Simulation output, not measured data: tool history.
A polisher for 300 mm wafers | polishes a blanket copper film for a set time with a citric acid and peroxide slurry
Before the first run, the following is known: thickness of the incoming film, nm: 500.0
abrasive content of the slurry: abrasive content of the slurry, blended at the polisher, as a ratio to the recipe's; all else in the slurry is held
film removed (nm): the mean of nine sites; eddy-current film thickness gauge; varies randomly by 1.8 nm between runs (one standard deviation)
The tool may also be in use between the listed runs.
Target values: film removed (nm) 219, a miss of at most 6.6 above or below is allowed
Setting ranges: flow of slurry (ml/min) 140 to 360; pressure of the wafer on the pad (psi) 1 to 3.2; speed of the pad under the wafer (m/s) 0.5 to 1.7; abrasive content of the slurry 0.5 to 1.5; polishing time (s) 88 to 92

run  hour  flow of slurry (ml/min)  pressure of the wafer on the pad (psi)  speed of the pad under the wafer (m/s)  abrasive content of the slurry  polishing time (s)  film removed (nm)
  1     0                      230                                     2.1                                     1.1                               1                  88             128.81
  2   6.4                      230                                     2.3                                     1.1                               1                  88             140.48
  3  11.6                      230                                     2.3                                     1.1                               1                  92             146.76
  4    17                      230                                     2.4                                     1.1                               1                  92              155.3
  5  22.5                      230                                     2.4                                    1.38                               1                  92              190.4
  6    25                      185                                     2.4                                    1.38                               1                  92             182.96
  7  29.3                      200                                     2.4                                    1.38                               1                  92             184.55
  8  35.4                      200                                     2.4                                    1.38                               1                  92             187.13
  9  36.4                      210                                     2.4                                    1.38                               1                  92             187.23

Which one of the following 4 next-run settings gets every result inside its allowed miss? There is exactly one.
  A  37.4                      230                                     2.5                                    1.44                            0.85                  89                  ?
  B  37.4                      205                                     2.2                                    1.28                            1.05                  90                  ?
  C  37.4                      155                                     2.8                                    1.42                            1.05                  92                  ?
  D  37.4                      195                                     2.1                                    1.46                             0.9                  89                  ?

move  film removed (nm)
   A             192.91
   B             160.15
   C              221.3
   D             164.13
A: moves toward the targets from the last run without getting all of them in spec
B: misses by more than the last run did
C: all results in spec
D: misses by more than the last run did
C is the move that brings every result within its allowed miss.

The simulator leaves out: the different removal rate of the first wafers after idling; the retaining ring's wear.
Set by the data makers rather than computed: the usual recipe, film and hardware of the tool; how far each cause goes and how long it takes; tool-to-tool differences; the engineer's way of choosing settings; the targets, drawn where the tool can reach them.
